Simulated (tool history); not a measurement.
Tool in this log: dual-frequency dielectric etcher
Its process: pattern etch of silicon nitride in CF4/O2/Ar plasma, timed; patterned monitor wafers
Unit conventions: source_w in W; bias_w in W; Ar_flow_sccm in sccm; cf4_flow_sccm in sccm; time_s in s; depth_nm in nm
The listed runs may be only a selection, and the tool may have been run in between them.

Run 1, hour 0.0: source_w 700 W, bias_w 67 W, Ar_flow_sccm 124 sccm, cf4_flow_sccm 70 sccm, time_s 14.0 s. Result: depth_nm 35.700 nm.
Run 2, hour 7.5: source_w 700 W, bias_w 67 W, Ar_flow_sccm 140 sccm, cf4_flow_sccm 70 sccm, time_s 14.0 s. Result: depth_nm 34.335 nm.
Run 3, hour 8.8: source_w 750 W, bias_w 68 W, Ar_flow_sccm 140 sccm, cf4_flow_sccm 70 sccm, time_s 14.0 s. Result: depth_nm 36.735 nm.
Run 4, hour 10.0: source_w 780 W, bias_w 68 W, Ar_flow_sccm 140 sccm, cf4_flow_sccm 70 sccm, time_s 14.0 s. Result: depth_nm 37.781 nm.
Run 5, hour 12.4: source_w 810 W, bias_w 68 W, Ar_flow_sccm 140 sccm, cf4_flow_sccm 70 sccm, time_s 14.0 s. Result: depth_nm 38.668 nm.
Run 6, hour 18.5: source_w 840 W, bias_w 68 W, Ar_flow_sccm 140 sccm, cf4_flow_sccm 70 sccm, time_s 14.0 s. Result: depth_nm 39.688 nm.

Forecast run 7:
Run 7, hour 25.7: source_w 860 W, bias_w 68 W, Ar_flow_sccm 140 sccm, cf4_flow_sccm 70 sccm, time_s 14.0 s. Result: depth_nm ?.

For run 7 the tool returned depth_nm 40.350 nm.
